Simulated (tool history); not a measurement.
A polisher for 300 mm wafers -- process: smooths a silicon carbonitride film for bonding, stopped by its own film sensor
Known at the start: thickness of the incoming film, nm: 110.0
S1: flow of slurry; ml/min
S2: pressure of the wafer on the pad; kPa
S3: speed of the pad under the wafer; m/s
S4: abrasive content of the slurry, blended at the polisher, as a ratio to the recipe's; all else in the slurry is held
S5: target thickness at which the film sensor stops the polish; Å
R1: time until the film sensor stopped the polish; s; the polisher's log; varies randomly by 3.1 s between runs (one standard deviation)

run,hour,S1,S2,S3,S4,S5,R1
1,0.0,180,18.6,1.02,1.00,890,76.719
2,2.9,180,18.6,1.02,1.00,880,78.083
3,6.7,180,18.6,1.02,1.15,880,77.591
4,15.0,175,16.5,0.94,1.15,880,88.901
5,22.0,175,20.0,0.94,1.15,880,75.934
6,30.7,170,17.9,0.84,1.10,880,95.858
7,36.5,170,15.9,0.80,1.10,880,110.000
8,43.7,170,14.5,0.76,1.10,880,124.630
9,50.0,170,13.1,0.74,1.10,880,143.780

Run 10 has not been measured yet. What should we expect?
10,57.5,170,12.4,0.74,1.10,880,?

{"run 10": {"R1": 144.77}}
